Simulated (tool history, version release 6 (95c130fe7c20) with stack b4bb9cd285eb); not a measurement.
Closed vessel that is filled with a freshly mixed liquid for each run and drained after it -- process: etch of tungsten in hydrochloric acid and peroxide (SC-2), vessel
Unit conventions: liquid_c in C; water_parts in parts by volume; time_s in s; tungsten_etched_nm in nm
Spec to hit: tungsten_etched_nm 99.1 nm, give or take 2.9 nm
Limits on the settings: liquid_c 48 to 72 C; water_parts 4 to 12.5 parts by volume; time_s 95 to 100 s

run,hour,liquid_c,water_parts,time_s,tungsten_etched_nm
1,0,64,7,95,47.913
2,4.5,64,8.5,95,40.813
3,7.5,67.5,8.5,95,51.07
4,14.6,72,8.5,95,66.201
5,23.3,72,7.5,95,73.451
6,26.2,72,7.5,100,76.396
7,28,72,6.5,100,85.591
8,33.2,72,6,100,91.238

Consider the 4 candidate settings below. Which is the only one whose results all fall within their allowed miss of target?
A,38.4,69.5,4,95,?
B,38.4,68.5,5,95,?
C,38.4,69.5,5.5,95,?
D,38.4,71,5.5,95,?

move,tungsten_etched_nm
A,100.34
B,81.039
C,80.271
D,87.705
A: each result inside its tolerance
B: its largest miss is bigger than the last run's
C: its largest miss is bigger than the last run's
D: its largest miss is bigger than the last run's
The move that meets every target is A.

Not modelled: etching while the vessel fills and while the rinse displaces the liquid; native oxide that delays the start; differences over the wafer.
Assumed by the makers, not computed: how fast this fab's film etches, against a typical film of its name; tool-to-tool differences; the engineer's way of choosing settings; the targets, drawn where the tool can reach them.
